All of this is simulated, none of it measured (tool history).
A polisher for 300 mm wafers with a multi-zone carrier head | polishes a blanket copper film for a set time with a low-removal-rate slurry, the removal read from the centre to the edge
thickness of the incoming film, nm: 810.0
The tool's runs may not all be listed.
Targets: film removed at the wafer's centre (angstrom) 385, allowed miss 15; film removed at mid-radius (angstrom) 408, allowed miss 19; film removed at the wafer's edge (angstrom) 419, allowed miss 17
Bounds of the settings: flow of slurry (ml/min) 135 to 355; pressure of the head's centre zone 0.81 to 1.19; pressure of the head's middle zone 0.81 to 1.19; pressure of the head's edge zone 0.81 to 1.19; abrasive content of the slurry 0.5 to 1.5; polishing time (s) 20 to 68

run	hour	flow of slurry (ml/min)	pressure of the head's centre zone	pressure of the head's middle zone	pressure of the head's edge zone	abrasive content of the slurry	polishing time (s)	film removed at the wafer's centre (angstrom)	film removed at mid-radius (angstrom)	film removed at the wafer's edge (angstrom)
1	0	225	1	1	1	1	44	632.71	645.29	635.77
2	6	225	1.08	1	1	1	44	688.8	654.37	640.8
3	6.8	225	1.08	0.95	1	1	44	686.77	612.67	630.92
4	9	225	1.08	0.95	1	1	36	557.91	498.46	510.25
5	17.5	220	1.05	0.94	0.99	0.95	36	545.75	488.47	511.45
6	20.4	165	1.05	0.94	0.99	0.95	36	521.86	484.74	497.67
7	23.3	160	1.03	0.94	0.98	0.9	36	496.55	476.52	489.09
8	27.3	160	1.02	0.94	0.97	0.85	36	489.03	468.65	468.68
9	28	145	0.92	0.86	0.98	0.65	35	395.7	400.87	453.61
10	33	145	0.92	0.87	0.97	0.65	35	395.41	393.2	437.74
11	38.3	145	0.92	0.88	0.97	0.65	35	407.78	411.44	445.6
12	46.1	145	0.91	0.88	0.96	0.65	35	402.57	396.9	437.73
13	47.1	145	0.91	0.89	0.96	0.65	35	403.65	411.38	446.59
# hour 52.6: worn pad replaced by a new one
14	52.6	145	0.91	0.89	0.95	0.65	35	427.11	447.11	483.28
15	57.4	145	0.91	0.9	0.96	0.65	35	430.49	444.44	486.68
16	61.6	145	0.9	0.9	0.94	0.65	34	419.39	435.4	464.27
17	68	145	0.9	0.91	0.94	0.65	33	400.37	422.9	447.57

4 next moves are on the table. One of them brings every result within its allowed miss. Which?
A	74.4	185	0.81	0.86	0.97	0.75	34	?	?	?
B	74.4	190	0.81	0.83	1.04	0.6	33	?	?	?
C	74.4	175	0.91	0.93	0.92	0.55	31	?	?	?
D	74.4	150	0.81	0.86	1.08	0.7	32	?	?	?

move	film removed at the wafer's centre (angstrom)	film removed at mid-radius (angstrom)	film removed at the wafer's edge (angstrom)
A	389.21	452.41	495.36
B	364.22	411.1	474.15
C	375.3	413.82	418.05
D	351.51	409.85	468.49
A: further off than the last run
B: further off than the last run
C: meets every target
D: further off than the last run
The right move is C.
